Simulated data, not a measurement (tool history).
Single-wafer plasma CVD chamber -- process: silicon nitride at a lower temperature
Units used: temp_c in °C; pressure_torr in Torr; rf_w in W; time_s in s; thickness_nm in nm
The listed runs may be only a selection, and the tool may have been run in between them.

{"run": 1, "hour": 0.0, "temp_c": 335, "pressure_torr": 1.19, "rf_w": 250, "time_s": 19.3, "thickness_nm": 17.856}
{"run": 2, "hour": 1.1, "temp_c": 335, "pressure_torr": 1.19, "rf_w": 225, "time_s": 19.3, "thickness_nm": 17.089}
{"run": 3, "hour": 1.7, "temp_c": 335, "pressure_torr": 1.37, "rf_w": 225, "time_s": 19.3, "thickness_nm": 17.972}
{"run": 4, "hour": 9.2, "temp_c": 335, "pressure_torr": 1.37, "rf_w": 225, "time_s": 19.9, "thickness_nm": 18.506}
{"run": 5, "hour": 10.0, "temp_c": 335, "pressure_torr": 1.24, "rf_w": 225, "time_s": 19.9, "thickness_nm": 17.894}
{"run": 6, "hour": 18.4, "temp_c": 335, "pressure_torr": 1.3, "rf_w": 230, "time_s": 19.9, "thickness_nm": 18.267}
{"run": 7, "hour": 23.2, "temp_c": 334, "pressure_torr": 1.54, "rf_w": 270, "time_s": 19.9, "thickness_nm": 21.233}

Predict the results of run 8:
{"run": 8, "hour": 24.1, "temp_c": 334, "pressure_torr": 1.55, "rf_w": 270, "time_s": 19.9, "thickness_nm": "?"}

thickness_nm: 21.308 nm

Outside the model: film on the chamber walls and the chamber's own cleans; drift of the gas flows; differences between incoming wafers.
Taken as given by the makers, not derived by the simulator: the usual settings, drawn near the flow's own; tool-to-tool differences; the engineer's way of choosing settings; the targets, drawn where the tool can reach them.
